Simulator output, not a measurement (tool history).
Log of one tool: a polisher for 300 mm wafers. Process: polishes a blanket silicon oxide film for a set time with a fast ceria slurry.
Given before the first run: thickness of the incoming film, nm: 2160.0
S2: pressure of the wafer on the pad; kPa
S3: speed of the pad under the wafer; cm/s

run 1 hour=0 | flow_of_slurry_(ml/min)=175 S2=19.3 S3=124 polishing_time_(s)=21 | film_removed_(Å)=4565.9
run 2 hour=2.1 | flow_of_slurry_(ml/min)=175 S2=19.3 S3=96 polishing_time_(s)=21 | film_removed_(Å)=3639.2
run 3 hour=7.1 | flow_of_slurry_(ml/min)=180 S2=20.7 S3=98 polishing_time_(s)=21 | film_removed_(Å)=3960
run 4 hour=12.3 | flow_of_slurry_(ml/min)=185 S2=21.4 S3=100 polishing_time_(s)=21 | film_removed_(Å)=4144.7
run 5 hour=17.8 | flow_of_slurry_(ml/min)=185 S2=22.1 S3=102 polishing_time_(s)=21 | film_removed_(Å)=4348.8
run 6 hour=21.7 | flow_of_slurry_(ml/min)=220 S2=22.1 S3=102 polishing_time_(s)=21 | film_removed_(Å)=4492.8
run 7 hour=27.9 | flow_of_slurry_(ml/min)=220 S2=22.8 S3=104 polishing_time_(s)=21 | film_removed_(Å)=4654.1

The next listed run, before its measurement:
run 8 hour=31.5 | flow_of_slurry_(ml/min)=245 S2=28.3 S3=126 polishing_time_(s)=21 | film_removed_(Å)=?

film removed (Å): 7020.3

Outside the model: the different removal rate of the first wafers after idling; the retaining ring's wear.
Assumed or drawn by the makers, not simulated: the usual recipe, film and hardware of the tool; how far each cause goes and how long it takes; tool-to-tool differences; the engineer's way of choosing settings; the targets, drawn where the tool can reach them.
